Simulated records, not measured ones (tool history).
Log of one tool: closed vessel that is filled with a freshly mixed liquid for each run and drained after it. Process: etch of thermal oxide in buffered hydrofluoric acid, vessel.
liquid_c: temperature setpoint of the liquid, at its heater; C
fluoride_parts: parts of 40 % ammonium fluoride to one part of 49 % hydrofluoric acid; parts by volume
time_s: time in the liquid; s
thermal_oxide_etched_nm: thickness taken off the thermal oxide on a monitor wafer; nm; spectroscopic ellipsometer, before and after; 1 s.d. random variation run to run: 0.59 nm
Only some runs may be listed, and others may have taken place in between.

run    day  liquid_c  fluoride_parts  time_s  thermal_oxide_etched_nm
  1      0        23              21     155                   86.595
  2  0.288      22.5              21     155                   83.856
  3  0.425        22              21     155                   80.632
  4  0.721      24.5              21     155                   95.005
  5  1.108        24              21     155                   92.356
  6  1.333      23.5              21     155                    89.06
  7  1.492        23              21     155                   86.964
  8  1.838      22.5              21     155                   83.606

Run 9 comes next. What will it give?
  9  2.221        22              21     155                        ?

{"run 9": {"thermal_oxide_etched_nm": 82.624}}
